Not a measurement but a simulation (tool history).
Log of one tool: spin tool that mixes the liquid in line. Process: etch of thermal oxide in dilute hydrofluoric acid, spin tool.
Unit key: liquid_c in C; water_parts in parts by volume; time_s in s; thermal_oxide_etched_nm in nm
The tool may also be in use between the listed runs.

run    day  liquid_c  water_parts  time_s  thermal_oxide_etched_nm
  1  0.000      24.0          235     295                   5.4920
  2  0.025      22.5          235     295                   5.1877
  3  0.388      20.0          235     295                   4.6851
  4  0.625      22.5          215     295                   5.8220
  5  0.879      24.5          200     295                   6.7157
     1.075  -- thermometer replaced
  6  1.075      24.5          260     295                   4.6194
  7  1.125      26.0          235     295                   5.5920
  8  1.342      27.0          210     295                   6.5621

Run 9 comes next. What will it give?
  9  1.404      28.0          190     295                        ?

thermal_oxide_etched_nm: 7.7274 nm

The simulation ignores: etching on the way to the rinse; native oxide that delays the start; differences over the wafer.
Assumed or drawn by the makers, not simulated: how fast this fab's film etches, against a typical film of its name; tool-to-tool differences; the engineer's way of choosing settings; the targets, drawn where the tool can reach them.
